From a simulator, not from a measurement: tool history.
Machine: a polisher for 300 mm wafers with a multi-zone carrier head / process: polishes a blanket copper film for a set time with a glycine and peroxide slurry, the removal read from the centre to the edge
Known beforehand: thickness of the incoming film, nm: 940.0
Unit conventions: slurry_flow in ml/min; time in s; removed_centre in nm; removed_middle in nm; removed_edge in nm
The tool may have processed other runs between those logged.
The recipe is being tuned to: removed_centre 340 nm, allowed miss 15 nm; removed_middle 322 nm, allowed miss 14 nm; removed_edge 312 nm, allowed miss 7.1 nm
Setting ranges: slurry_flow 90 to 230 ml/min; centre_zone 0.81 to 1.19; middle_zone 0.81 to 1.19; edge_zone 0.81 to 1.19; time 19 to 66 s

run,hour,slurry_flow,centre_zone,middle_zone,edge_zone,time,removed_centre,removed_middle,removed_edge
1,0,150,1,1,1,42,276.93,280.03,284.3
2,7.5,130,1,1,1,42,265.05,265.53,274.81
3,12.9,130,1,1.08,1,42,265.3,281.69,275.41
4,15.9,130,1,1.08,1.07,42,271.25,283.99,289.23
5,23.4,150,1.03,1.08,1.07,42,280.21,298.3,292.88
6,31.4,160,1.08,1.06,1.08,42,293.16,294.45,297.08
7,32.8,175,1.12,1.06,1.07,42,316.7,305.28,303.02
8,41.7,180,1.13,1.06,1.07,42,320.3,305.96,302.01
9,43.4,185,1.14,1.06,1.07,42,326.42,305.59,299.47
10,51.9,210,1.14,1.09,1.11,43,341.7,324.97,316.75

Below are 4 possible settings for the next run. Only one of them brings all results inside the allowed miss of their targets. Which is it?
A,60.4,220,1.05,1.12,1.18,43,?,?,?
B,60.4,230,1.19,1.14,1.14,41,?,?,?
C,60.4,225,1.12,1.16,1.14,43,?,?,?
D,60.4,200,1.11,1.12,1.07,45,?,?,?

move,removed_centre,removed_middle,removed_edge
A,311.66,341.33,332.88
B,332.51,332.24,313.08
C,330.23,352.79,327.55
D,336.55,352.29,327.97
A: the biggest miss grows against the last run
B: every result within its allowed miss
C: the biggest miss grows against the last run
D: the biggest miss grows against the last run
The move that meets every target is B.
